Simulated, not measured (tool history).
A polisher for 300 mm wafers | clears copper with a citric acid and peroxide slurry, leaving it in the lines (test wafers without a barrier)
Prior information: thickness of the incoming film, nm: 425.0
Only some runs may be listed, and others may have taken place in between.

run	hour	flow of slurry (ml/min)	pressure of the wafer on the pad (kPa)	speed of the pad under the wafer (m/s)	abrasive content of the slurry	overpolish time after the end point (s)	time until the end point was called (s)	dishing of a wide line in a test structure (Å)
1	0	275	24.8	1.18	1	29	152.11	572.47
2	1.7	275	24.8	1.18	1.1	29	147.62	602.52
3	2.4	275	26.2	1.18	1.15	33	140.24	709.96
4	9.8	210	26.2	1.18	1.15	33	146.77	664.8
# hour 17.5: slurry nozzle cleaned
5	17.5	240	26.9	1.18	1.15	35	137.16	758.77
6	18.5	240	26.9	1.18	1.15	44	137.57	911.79

The next listed run, before its measurement:
7	26.9	260	27.6	1.18	1.15	44	?	?

{"run 7": {"time until the end point was called (s)": 134.19, "dishing of a wide line in a test structure (Å)": 934.19}}
